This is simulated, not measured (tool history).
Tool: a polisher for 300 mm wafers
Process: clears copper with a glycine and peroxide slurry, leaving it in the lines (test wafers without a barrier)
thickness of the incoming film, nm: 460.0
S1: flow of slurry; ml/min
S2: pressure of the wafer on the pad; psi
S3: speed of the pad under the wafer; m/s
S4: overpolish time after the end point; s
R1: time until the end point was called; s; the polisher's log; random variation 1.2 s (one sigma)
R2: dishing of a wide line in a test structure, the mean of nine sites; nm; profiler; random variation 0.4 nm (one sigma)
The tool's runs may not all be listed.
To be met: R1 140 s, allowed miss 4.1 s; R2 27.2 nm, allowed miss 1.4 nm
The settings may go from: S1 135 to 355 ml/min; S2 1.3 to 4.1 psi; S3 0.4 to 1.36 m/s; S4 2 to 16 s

run,hour,S1,S2,S3,S4,R1,R2
1,0,225,2.7,0.88,8,99.421,21.487
2,3.2,220,2.4,0.88,9,105.38,21.914
3,8.6,220,2.4,1.02,9,94.978,24.271
4,15.9,215,2.1,0.98,10,106.02,23.352
5,21.3,215,2.1,0.98,7,106.46,18.59
6,25.1,210,1.9,0.96,9,116.89,20.775
7,30.3,190,1.3,0.94,13,147.98,23.318
8,36.5,230,1.5,0.94,15,133,27.767

4 next moves are on the table. One of them brings every result within its allowed miss. Which?
A,42.7,285,1.3,1.04,16,?,?
B,42.7,240,1.7,0.88,14,?,?
C,42.7,205,1.5,0.98,16,?,?
D,42.7,210,1.3,1.02,16,?,?

move,R1,R2
A,133.15,28.879
B,131.42,27.144
C,133.36,28.959
D,139.92,28.098
A: as far off as the last run
B: further off than the last run
C: nearer than the last run, and not there yet
D: meets every target
Move D is the one to make.
